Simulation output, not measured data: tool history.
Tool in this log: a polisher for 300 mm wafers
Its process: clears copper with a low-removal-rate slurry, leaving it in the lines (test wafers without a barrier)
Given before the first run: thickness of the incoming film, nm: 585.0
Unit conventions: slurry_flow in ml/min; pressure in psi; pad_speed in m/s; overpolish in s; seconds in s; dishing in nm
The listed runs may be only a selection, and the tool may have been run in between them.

Run 1, hour 0.0: slurry_flow 280 ml/min, pressure 4.2 psi, pad_speed 0.86 m/s, slurry_solids 1.0, overpolish 20 s. Result: seconds 178.85 s, dishing 34.532 nm.
Run 2, hour 5.1: slurry_flow 280 ml/min, pressure 3.9 psi, pad_speed 0.86 m/s, slurry_solids 1.0, overpolish 21 s. Result: seconds 190.06 s, dishing 33.772 nm.
Run 3, hour 8.1: slurry_flow 280 ml/min, pressure 4.5 psi, pad_speed 0.86 m/s, slurry_solids 1.0, overpolish 21 s. Result: seconds 163.86 s, dishing 37.486 nm.
Run 4, hour 13.6: slurry_flow 220 ml/min, pressure 4.5 psi, pad_speed 0.86 m/s, slurry_solids 1.0, overpolish 21 s. Result: seconds 168.15 s, dishing 38.604 nm.
Run 5, hour 17.1: slurry_flow 170 ml/min, pressure 4.5 psi, pad_speed 0.86 m/s, slurry_solids 1.0, overpolish 21 s. Result: seconds 171.98 s, dishing 36.832 nm.
Run 6, hour 19.3: slurry_flow 170 ml/min, pressure 4.5 psi, pad_speed 0.86 m/s, slurry_solids 1.0, overpolish 13 s. Result: seconds 176.09 s, dishing 26.881 nm.
Run 7, hour 21.9: slurry_flow 170 ml/min, pressure 4.1 psi, pad_speed 0.86 m/s, slurry_solids 1.0, overpolish 15 s. Result: seconds 186.32 s, dishing 26.221 nm.
Run 8, hour 30.3: slurry_flow 170 ml/min, pressure 3.8 psi, pad_speed 0.84 m/s, slurry_solids 1.0, overpolish 17 s. Result: seconds 211.83 s, dishing 28.576 nm.
Run 9, hour 36.0: slurry_flow 170 ml/min, pressure 3.6 psi, pad_speed 0.84 m/s, slurry_solids 1.0, overpolish 17 s. Result: seconds 223.70 s, dishing 25.745 nm.
Run 10, hour 40.6: slurry_flow 170 ml/min, pressure 3.4 psi, pad_speed 0.84 m/s, slurry_solids 1.0, overpolish 18 s. Result: seconds 230.05 s, dishing 26.676 nm.
Run 11, hour 44.0: slurry_flow 170 ml/min, pressure 3.2 psi, pad_speed 0.84 m/s, slurry_solids 1.0, overpolish 19 s. Result: seconds 244.20 s, dishing 27.544 nm.
Run 12, hour 49.8: slurry_flow 170 ml/min, pressure 3.1 psi, pad_speed 0.84 m/s, slurry_solids 1.0, overpolish 19 s. Result: seconds 254.50 s, dishing 24.856 nm.
Run 13, hour 53.2: slurry_flow 170 ml/min, pressure 3.0 psi, pad_speed 0.84 m/s, slurry_solids 1.0, overpolish 20 s. Result: seconds 266.99 s, dishing 25.751 nm.

What will run 14 give?
Run 14, hour 55.0: slurry_flow 170 ml/min, pressure 2.9 psi, pad_speed 0.84 m/s, slurry_solids 1.0, overpolish 20 s. Result: seconds ?, dishing ?.

seconds: 271.38 s
dishing: 25.377 nm
